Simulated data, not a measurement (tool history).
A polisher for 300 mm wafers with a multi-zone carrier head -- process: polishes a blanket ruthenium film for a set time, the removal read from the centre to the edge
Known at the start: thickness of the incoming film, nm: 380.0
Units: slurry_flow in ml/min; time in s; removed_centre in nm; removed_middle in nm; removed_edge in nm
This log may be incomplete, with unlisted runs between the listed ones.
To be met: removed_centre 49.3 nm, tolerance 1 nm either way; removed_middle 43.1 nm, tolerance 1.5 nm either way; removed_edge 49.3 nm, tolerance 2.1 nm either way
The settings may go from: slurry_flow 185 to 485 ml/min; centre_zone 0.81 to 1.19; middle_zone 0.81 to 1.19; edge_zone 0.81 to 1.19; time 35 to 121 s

run  hour  slurry_flow  centre_zone  middle_zone  edge_zone  time  removed_centre  removed_middle  removed_edge
  1     0          310            1            1          1    78          86.735          86.928        85.879
  2   4.4          310            1         1.07          1    78          87.067          91.582        85.032
  3   6.9          310            1         1.07       1.05    78          86.716          91.291        86.622
  4  10.2          390            1         1.07       1.05    78          88.659          93.154        89.285
  5  13.6          390            1         1.07       1.05    70          78.998          84.424        77.855
  6  16.2          390            1         1.16       1.05    70          80.189          91.667        81.664
  7  16.9          360            1         1.05       1.09    61          68.604          72.469        70.527
  8  23.7          345         1.01         0.98       1.09    54           60.82          59.969        62.292

Exercise: of the 5 proposed moves below, exactly one satisfies all targets within the stated allowed misses. Which move is it?
  A  30.5          275         1.07         0.83       1.17    42               ?               ?             ?
  B  30.5          315         1.08         0.83       1.19    41               ?               ?             ?
  C  30.5          295            1         0.83       1.14    42               ?               ?             ?
  D  30.5          325         1.01         0.91       1.16    42               ?               ?             ?
  E  30.5          295         1.04         0.88       1.09    43               ?               ?             ?

move  removed_centre  removed_middle  removed_edge
   A          48.754          39.391        48.435
   B           48.84          39.026        48.181
   C          45.947          39.723        48.173
   D          46.953          43.281        48.861
   E          48.954          42.666         48.34
A: the furthest-off result lands on target, but another misses its tolerance
B: the furthest-off result lands on target, but another misses its tolerance
C: takes the biggest miss from the last run beyond its target
D: takes the biggest miss from the last run beyond its target
E: all results land within tolerance of their targets
So the answer is move E, the one that meets all the targets.
